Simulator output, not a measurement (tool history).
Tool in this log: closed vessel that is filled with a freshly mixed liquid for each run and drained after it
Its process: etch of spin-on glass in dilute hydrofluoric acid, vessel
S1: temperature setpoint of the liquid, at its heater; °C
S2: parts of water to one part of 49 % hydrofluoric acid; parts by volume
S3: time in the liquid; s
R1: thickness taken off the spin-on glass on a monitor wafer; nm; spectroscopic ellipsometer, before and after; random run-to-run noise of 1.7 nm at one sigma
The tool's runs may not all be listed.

{"run": 1, "day": 0.0, "S1": 22, "S2": 60, "S3": 100, "R1": 110.48}
{"run": 2, "day": 0.275, "S1": 22, "S2": 60, "S3": 100, "R1": 110.43}
{"run": 3, "day": 0.454, "S1": 25, "S2": 60, "S3": 100, "R1": 123.97}
{"run": 4, "day": 0.7, "S1": 27, "S2": 60, "S3": 100, "R1": 137.24}
{"run": 5, "day": 1.033, "S1": 27, "S2": 50, "S3": 100, "R1": 167.25}
{"run": 6, "day": 1.088, "S1": 27, "S2": 35, "S3": 100, "R1": 244.23}
{"run": 7, "day": 1.421, "S1": 23, "S2": 35, "S3": 100, "R1": 208.86}

For run 8, what comes out?
{"run": 8, "day": 1.796, "S1": 22, "S2": 35, "S3": 100, "R1": "?"}

R1: 193.98 nm

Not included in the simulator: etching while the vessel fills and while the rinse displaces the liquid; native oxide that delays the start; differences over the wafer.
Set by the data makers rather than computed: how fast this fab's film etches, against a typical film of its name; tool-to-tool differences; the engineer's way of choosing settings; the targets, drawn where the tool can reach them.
